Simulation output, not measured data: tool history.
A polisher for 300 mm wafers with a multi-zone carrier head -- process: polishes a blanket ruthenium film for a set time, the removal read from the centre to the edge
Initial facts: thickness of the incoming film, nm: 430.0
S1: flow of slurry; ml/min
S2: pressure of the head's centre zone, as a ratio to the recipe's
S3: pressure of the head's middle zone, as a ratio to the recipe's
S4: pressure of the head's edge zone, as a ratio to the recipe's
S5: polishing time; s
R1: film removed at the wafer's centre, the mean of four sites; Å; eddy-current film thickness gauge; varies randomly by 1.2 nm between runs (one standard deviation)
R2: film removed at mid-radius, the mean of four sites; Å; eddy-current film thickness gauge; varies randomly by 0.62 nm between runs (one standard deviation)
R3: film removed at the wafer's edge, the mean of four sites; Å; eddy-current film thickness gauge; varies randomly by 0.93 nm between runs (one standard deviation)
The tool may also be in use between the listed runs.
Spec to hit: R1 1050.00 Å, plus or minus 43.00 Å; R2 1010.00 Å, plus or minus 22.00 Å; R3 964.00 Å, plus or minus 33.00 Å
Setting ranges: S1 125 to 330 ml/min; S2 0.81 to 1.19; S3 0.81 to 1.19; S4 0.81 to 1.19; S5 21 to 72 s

run,day,S1,S2,S3,S4,S5,R1,R2,R3
1,0.000,210,1.00,1.00,1.00,46,863.99,848.96,847.43
2,0.179,210,1.04,1.00,1.00,46,886.25,844.84,857.69
3,0.521,230,1.07,1.03,1.02,47,950.69,893.40,890.99
4,0.792,190,1.07,1.03,1.02,47,916.38,870.81,864.74
5,0.979,190,1.12,1.03,1.02,47,943.42,881.60,857.81
6,1.125,215,1.12,1.06,1.04,47,977.79,914.50,888.77
7,1.267,235,1.12,1.08,1.05,47,970.30,931.02,894.95
8,1.596,250,1.13,1.09,1.06,47,980.96,948.75,912.68
9,1.875,260,1.14,1.10,1.07,47,1016.30,967.43,922.89
10,2.062,270,1.14,1.11,1.08,47,1012.90,975.29,923.42
11,2.096,280,1.14,1.11,1.09,47,1001.50,978.70,920.04
12,2.462,280,1.15,1.11,1.10,47,1030.80,977.78,920.28

Consider the 4 candidate settings below. Which is the only one whose results all fall within their allowed miss of target?
A,2.829,300,1.04,0.95,1.07,50,?,?,?
B,2.829,315,1.11,1.08,1.07,49,?,?,?
C,2.829,290,1.13,1.17,1.09,49,?,?,?
D,2.829,290,1.13,1.13,1.12,45,?,?,?

move,R1,R2,R3
A,1003.70,931.92,984.59
B,1039.80,1012.50,966.93
C,1045.10,1069.30,966.25
D,959.53,955.32,896.75
A: moves away from the targets compared with the last run
B: each result inside its tolerance
C: pushes the last run's worst result past its target
D: moves away from the targets compared with the last run
The move that meets every target is B.
